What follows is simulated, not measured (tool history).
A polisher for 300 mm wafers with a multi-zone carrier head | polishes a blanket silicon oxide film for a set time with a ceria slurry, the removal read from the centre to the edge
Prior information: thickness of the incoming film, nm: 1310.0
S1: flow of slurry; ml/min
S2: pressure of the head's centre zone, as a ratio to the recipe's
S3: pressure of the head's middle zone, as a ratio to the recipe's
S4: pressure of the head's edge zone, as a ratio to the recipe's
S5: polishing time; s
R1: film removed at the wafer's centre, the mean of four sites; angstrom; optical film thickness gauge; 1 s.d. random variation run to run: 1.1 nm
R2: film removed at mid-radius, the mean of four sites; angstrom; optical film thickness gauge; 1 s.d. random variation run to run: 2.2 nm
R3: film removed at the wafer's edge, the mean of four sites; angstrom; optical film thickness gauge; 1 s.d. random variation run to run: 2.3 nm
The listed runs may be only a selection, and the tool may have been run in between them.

run 1 day=0.000 | S1=310 S2=1.00 S3=1.00 S4=1.00 S5=66 | R1=3267.3 R2=3205.7 R3=3228.1
run 2 day=0.108 | S1=305 S2=0.97 S3=0.98 S4=0.97 S5=60 | R1=2870.8 R2=2858.7 R3=2863.9
run 3 day=0.450 | S1=300 S2=0.94 S3=0.96 S4=0.94 S5=56 | R1=2586.2 R2=2591.6 R3=2634.1
run 4 day=0.783 | S1=295 S2=0.92 S3=0.95 S4=0.92 S5=53 | R1=2385.1 R2=2446.5 R3=2466.5
run 5 day=0.821 | S1=295 S2=0.92 S3=0.95 S4=0.95 S5=53 | R1=2399.4 R2=2435.3 R3=2512.7
run 6 day=0.896 | S1=295 S2=0.92 S3=0.95 S4=0.95 S5=40 | R1=1806.0 R2=1897.4 R3=1918.7
-- day=1.138 slurry nozzle cleaned
run 7 day=1.138 | S1=290 S2=0.92 S3=0.95 S4=0.95 S5=40 | R1=1823.5 R2=1905.9 R3=1905.9
run 8 day=1.504 | S1=285 S2=0.92 S3=0.95 S4=0.95 S5=40 | R1=1832.4 R2=1929.2 R3=1908.8
run 9 day=1.554 | S1=280 S2=0.92 S3=0.95 S4=0.95 S5=40 | R1=1817.2 R2=1849.4 R3=1934.7
run 10 day=1.621 | S1=280 S2=0.92 S3=0.95 S4=0.94 S5=40 | R1=1828.7 R2=1888.2 R3=1866.7

Forecast run 11:
run 11 day=1.800 | S1=280 S2=0.92 S3=0.95 S4=0.94 S5=40 | R1=? R2=? R3=?

Logged for run 11: R1 1816.8 angstrom, R2 1867.3 angstrom, R3 1906.4 angstrom.
